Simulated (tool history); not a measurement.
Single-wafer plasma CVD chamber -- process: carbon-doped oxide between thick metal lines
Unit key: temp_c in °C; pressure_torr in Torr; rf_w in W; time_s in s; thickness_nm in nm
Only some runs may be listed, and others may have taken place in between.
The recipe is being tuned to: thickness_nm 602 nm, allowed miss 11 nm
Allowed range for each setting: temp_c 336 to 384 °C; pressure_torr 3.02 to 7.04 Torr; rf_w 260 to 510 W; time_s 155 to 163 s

run  hour  temp_c  pressure_torr  rf_w  time_s  thickness_nm
  1     0     360           5.03   385     163           706
  2   7.8     360           5.03   405     163        723.42
  3  16.3     361           4.84   395     163        705.93
  4  19.3     361           4.84   395     163        705.51
  5  23.3     362           4.62   390     163        686.05
  6  28.6     362           4.62   390     155        657.89
  7  33.3     363           4.52   390     155        651.14
  8  35.5     365           4.45   390     155         649.4

Which of these 5 next moves meets every target?
  A  37.7     372           5.71   335     161             ?
  B  37.7     380           4.28   370     155             ?
  C  37.7     356            5.5   375     157             ?
  D  37.7     360           4.39   400     156             ?
  E  37.7     372           6.04   395     162             ?

move  thickness_nm
   A        640.09
   B        606.99
   C        683.46
   D        667.24
   E        710.16
A: nearer the targets than the last run, but a result is still out of spec
B: every result within its allowed miss
C: its largest miss is bigger than the last run's
D: its largest miss is bigger than the last run's
E: its largest miss is bigger than the last run's
B meets every target.
